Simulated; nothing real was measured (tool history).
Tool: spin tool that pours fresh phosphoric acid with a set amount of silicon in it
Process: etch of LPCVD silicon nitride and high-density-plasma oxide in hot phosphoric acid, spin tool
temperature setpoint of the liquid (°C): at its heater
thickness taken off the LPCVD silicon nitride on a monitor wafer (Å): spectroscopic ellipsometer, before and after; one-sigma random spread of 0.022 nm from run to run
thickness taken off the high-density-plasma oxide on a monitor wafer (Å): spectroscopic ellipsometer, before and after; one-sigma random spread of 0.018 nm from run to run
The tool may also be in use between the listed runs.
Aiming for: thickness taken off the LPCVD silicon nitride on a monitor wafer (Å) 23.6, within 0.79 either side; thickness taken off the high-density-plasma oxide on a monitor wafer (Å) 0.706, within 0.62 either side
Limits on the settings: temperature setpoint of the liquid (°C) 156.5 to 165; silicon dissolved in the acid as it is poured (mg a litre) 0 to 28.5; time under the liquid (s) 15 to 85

run  hour  temperature setpoint of the liquid (°C)  silicon dissolved in the acid as it is poured (mg a litre)  time under the liquid (s)  thickness taken off the LPCVD silicon nitride on a monitor wafer (Å)  thickness taken off the high-density-plasma oxide on a monitor wafer (Å)
  1     0                                      160                                                        12.5                         45                                                                39.973                                                                      1.33
  2   1.3                                    159.5                                                        12.5                         40                                                                 35.03                                                                    0.6877
  3   6.8                                    159.5                                                        12.5                         25                                                                21.786                                                                   0.58759
  4  15.3                                    158.5                                                        12.5                         25                                                                20.665                                                                   0.42271
  5  16.8                                    157.5                                                        12.5                         25                                                                20.266                                                                   0.50859
  6  23.9                                    158.5                                                        11.5                         25                                                                20.804                                                                   0.46423
  7  24.5                                      159                                                          12                         25                                                                21.184                                                                   0.52322
  8    26                                    159.5                                                          12                         25                                                                21.516                                                                   0.73856
  9  27.1                                    159.5                                                          13                         25                                                                21.585                                                                   0.65338

Pick the move, out of 5, that brings all results within their allowed miss; only one does.
  A  28.2                                    158.5                                                        18.5                         30                                                                     ?                                                                         ?
  B  28.2                                      159                                                         9.5                         30                                                                     ?                                                                         ?
  C  28.2                                      160                                                         8.5                         30                                                                     ?                                                                         ?
  D  28.2                                    161.5                                                          16                         20                                                                     ?                                                                         ?
  E  28.2                                      162                                                          16                         25                                                                     ?                                                                         ?

move  thickness taken off the LPCVD silicon nitride on a monitor wafer (Å)  thickness taken off the high-density-plasma oxide on a monitor wafer (Å)
   A                                                                25.403                                                                   0.88041
   B                                                                25.835                                                                    1.1392
   C                                                                 26.72                                                                     1.254
   D                                                                 18.73                                                                   0.78326
   E                                                                23.806                                                                    1.0157
A: takes the result that was furthest off past its target
B: takes the result that was furthest off past its target
C: takes the result that was furthest off past its target
D: misses by more than the last run did
E: meets every target
Go with E: it meets all targets.

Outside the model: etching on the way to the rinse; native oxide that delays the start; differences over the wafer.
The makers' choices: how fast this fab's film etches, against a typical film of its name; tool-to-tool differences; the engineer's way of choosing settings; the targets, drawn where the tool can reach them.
